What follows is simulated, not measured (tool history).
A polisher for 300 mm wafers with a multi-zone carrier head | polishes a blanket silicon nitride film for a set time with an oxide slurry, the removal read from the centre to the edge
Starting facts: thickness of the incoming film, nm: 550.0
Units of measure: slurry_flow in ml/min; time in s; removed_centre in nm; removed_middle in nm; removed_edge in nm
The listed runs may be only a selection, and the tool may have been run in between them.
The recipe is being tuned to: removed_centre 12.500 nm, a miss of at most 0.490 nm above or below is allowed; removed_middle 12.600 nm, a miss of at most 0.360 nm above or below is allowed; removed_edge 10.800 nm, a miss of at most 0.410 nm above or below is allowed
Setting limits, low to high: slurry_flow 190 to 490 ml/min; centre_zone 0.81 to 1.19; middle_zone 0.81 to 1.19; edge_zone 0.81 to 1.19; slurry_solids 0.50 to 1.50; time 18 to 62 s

run	day	slurry_flow	centre_zone	middle_zone	edge_zone	slurry_solids	time	removed_centre	removed_middle	removed_edge
1	0.000	315	1.00	1.00	1.00	1.00	40	19.496	19.876	20.049
2	0.117	325	1.02	1.03	0.95	0.85	36	17.156	17.588	16.742
3	0.308	325	0.96	1.03	0.95	0.85	36	16.389	17.272	16.845
4	0.462	325	0.96	1.03	1.03	0.85	36	16.682	17.513	17.469
5	0.492	355	0.96	1.03	1.03	0.85	36	16.462	17.731	17.094
6	0.862	355	0.96	1.03	1.03	1.00	36	17.578	18.558	18.055
7	0.896	390	0.99	1.04	0.99	0.85	33	15.720	16.308	15.763
8	1.017	395	1.03	1.07	0.96	0.75	30	14.261	14.737	13.789
9	1.321	405	1.06	1.09	0.93	0.65	29	13.912	13.706	12.564
10	1.425	405	1.06	1.11	0.91	0.60	28	12.668	13.365	11.778

Exercise: of the 4 proposed moves below, exactly one satisfies all targets within the stated allowed misses. Which move is it?
A	1.529	315	1.00	0.93	1.12	0.60	30	?	?	?
B	1.529	445	1.12	1.13	0.88	0.50	27	?	?	?
C	1.529	455	1.01	1.11	0.90	0.80	27	?	?	?
D	1.529	375	0.95	0.99	1.01	0.65	29	?	?	?

move	removed_centre	removed_middle	removed_edge
A	12.792	12.247	13.532
B	12.486	12.542	10.800
C	13.031	14.100	12.404
D	12.331	12.895	12.986
A: moves away from the targets compared with the last run
B: every result within its allowed miss
C: moves away from the targets compared with the last run
D: moves away from the targets compared with the last run
Go with B: it meets all targets.
